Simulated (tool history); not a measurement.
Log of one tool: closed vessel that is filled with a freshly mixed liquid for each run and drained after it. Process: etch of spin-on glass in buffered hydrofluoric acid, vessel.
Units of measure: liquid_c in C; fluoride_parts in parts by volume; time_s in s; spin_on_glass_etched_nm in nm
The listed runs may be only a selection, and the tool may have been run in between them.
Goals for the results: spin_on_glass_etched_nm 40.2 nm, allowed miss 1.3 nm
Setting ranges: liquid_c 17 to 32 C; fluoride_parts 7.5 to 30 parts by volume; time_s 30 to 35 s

run  hour  liquid_c  fluoride_parts  time_s  spin_on_glass_etched_nm
  1     0        24              21      35                   67.523
  2   1.9      22.5              22      35                    60.56
  3   3.7      24.5              22      35                   68.929
  4  10.7      24.5              27      35                   58.587
  5  14.6      24.5            23.5      35                   65.871
  6  17.2        23            23.5      35                   59.603
  7  23.2        22              24      35                   54.836
  8  27.1        21              24      35                   51.725
  9  32.2      20.5              24      35                   50.335
 10  37.7        20              24      35                    49.96
 11  38.2      19.5            24.5      35                   46.881

Below are 5 possible settings for the next run. Only one of them brings all results inside the allowed miss of their targets. Which is it?
  A  38.7      24.5              30      35                        ?
  B  38.7        21              25      30                        ?
  C  38.7        20            29.5      30                        ?
  D  38.7        19            23.5      30                        ?
  E  38.7      17.5              19      35                        ?

move  spin_on_glass_etched_nm
   A                   53.949
   B                   43.194
   C                   36.422
   D                   40.284
   E                   50.755
A: misses by more than the last run did
B: moves toward the targets from the last run without getting all of them in spec
C: takes the result that was furthest off past its target
D: every result within its allowed miss
E: misses by more than the last run did
Correct choice: D, which meets every target
